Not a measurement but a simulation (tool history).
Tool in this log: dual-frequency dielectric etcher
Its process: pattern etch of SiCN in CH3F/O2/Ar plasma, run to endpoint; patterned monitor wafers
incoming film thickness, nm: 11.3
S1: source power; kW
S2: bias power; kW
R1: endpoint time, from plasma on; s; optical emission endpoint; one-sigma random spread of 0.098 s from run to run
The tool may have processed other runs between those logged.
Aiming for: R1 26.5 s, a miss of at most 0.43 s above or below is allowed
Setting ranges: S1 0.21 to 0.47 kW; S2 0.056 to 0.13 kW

Run 1, hour 0: S1 0.34 kW, S2 0.093 kW. Result: R1 31.323 s.
Run 2, hour 2.1: S1 0.35 kW, S2 0.094 kW. Result: R1 30.753 s.
Run 3, hour 10.5: S1 0.36 kW, S2 0.095 kW. Result: R1 30.33 s.
Run 4, hour 17: S1 0.36 kW, S2 0.079 kW. Result: R1 32.091 s.
Run 5, hour 23.1: S1 0.37 kW, S2 0.081 kW. Result: R1 31.443 s.
Run 6, hour 24.8: S1 0.33 kW, S2 0.081 kW. Result: R1 32.854 s.
Run 7, hour 26: S1 0.34 kW, S2 0.083 kW. Result: R1 32.616 s.
Run 8, hour 26.5: S1 0.35 kW, S2 0.084 kW. Result: R1 32.003 s.
Run 9, hour 27.9: S1 0.36 kW, S2 0.086 kW. Result: R1 31.369 s.
Run 10, hour 35.6: S1 0.37 kW, S2 0.088 kW. Result: R1 30.843 s.
Run 11, hour 43.7: S1 0.38 kW, S2 0.09 kW. Result: R1 30.33 s.
At hour 51.3: source power generator calibrated.
Run 12, hour 51.3: S1 0.39 kW, S2 0.091 kW. Result: R1 29.252 s.
Run 13, hour 52.6: S1 0.45 kW, S2 0.093 kW. Result: R1 27.685 s.
Run 14, hour 58.3: S1 0.45 kW, S2 0.094 kW. Result: R1 27.679 s.

Consider the 4 candidate settings below. Which is the only one whose results all fall within their allowed miss of target?
Run A, hour 64: S1 0.44 kW, S2 0.093 kW. Result: R1 ?.
Run B, hour 64: S1 0.44 kW, S2 0.107 kW. Result: R1 ?.
Run C, hour 64: S1 0.4 kW, S2 0.097 kW. Result: R1 ?.
Run D, hour 64: S1 0.47 kW, S2 0.111 kW. Result: R1 ?.

move      R1
   A   27.61
   B   26.46
   C   28.31
   D  25.493
A: better than the last run, though not everything is in spec
B: each result inside its tolerance
C: the biggest miss grows against the last run
D: carries the result that was furthest off beyond its target, to the other side
Go with B: it meets all targets.
